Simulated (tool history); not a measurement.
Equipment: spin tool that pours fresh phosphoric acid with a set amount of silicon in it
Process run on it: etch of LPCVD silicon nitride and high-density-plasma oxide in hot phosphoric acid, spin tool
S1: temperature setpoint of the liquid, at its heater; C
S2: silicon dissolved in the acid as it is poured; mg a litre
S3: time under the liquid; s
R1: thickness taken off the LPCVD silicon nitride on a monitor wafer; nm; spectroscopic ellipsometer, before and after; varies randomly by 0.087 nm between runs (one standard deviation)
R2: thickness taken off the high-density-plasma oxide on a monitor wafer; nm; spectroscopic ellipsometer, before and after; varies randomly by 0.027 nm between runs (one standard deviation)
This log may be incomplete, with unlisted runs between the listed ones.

Run 1, day 0: S1 160 C, S2 27.5 mg a litre, S3 130 s. Result: R1 10.531 nm, R2 0.37405 nm.
Run 2, day 0.35: S1 160 C, S2 42 mg a litre, S3 130 s. Result: R1 10.598 nm, R2 0.14959 nm.
Run 3, day 0.425: S1 161 C, S2 38.5 mg a litre, S3 140 s. Result: R1 11.661 nm, R2 0.22898 nm.
Run 4, day 0.717: S1 162 C, S2 37 mg a litre, S3 150 s. Result: R1 12.943 nm, R2 0.32815 nm.
Run 5, day 1.05: S1 160 C, S2 37 mg a litre, S3 150 s. Result: R1 12.22 nm, R2 0.24693 nm.
Run 6, day 1.371: S1 160 C, S2 28.5 mg a litre, S3 150 s. Result: R1 12.198 nm, R2 0.39216 nm.
Run 7, day 1.729: S1 161 C, S2 31 mg a litre, S3 155 s. Result: R1 12.889 nm, R2 0.41393 nm.
Run 8, day 1.946: S1 162 C, S2 33 mg a litre, S3 160 s. Result: R1 13.876 nm, R2 0.41292 nm.
At day 2.229: dissolved silicon flow meter replaced.
Run 9, day 2.229: S1 162.5 C, S2 33.5 mg a litre, S3 160 s. Result: R1 14.096 nm, R2 0.41676 nm.
Run 10, day 2.571: S1 163 C, S2 34 mg a litre, S3 160 s. Result: R1 14.389 nm, R2 0.42752 nm.
Run 11, day 2.892: S1 163.5 C, S2 34 mg a litre, S3 160 s. Result: R1 14.447 nm, R2 0.47524 nm.

Expected results for the next run?
Run 12, day 3.204: S1 164 C, S2 35 mg a litre, S3 160 s. Result: R1 ?, R2 ?.

R1: 14.874 nm
R2: 0.47809 nm
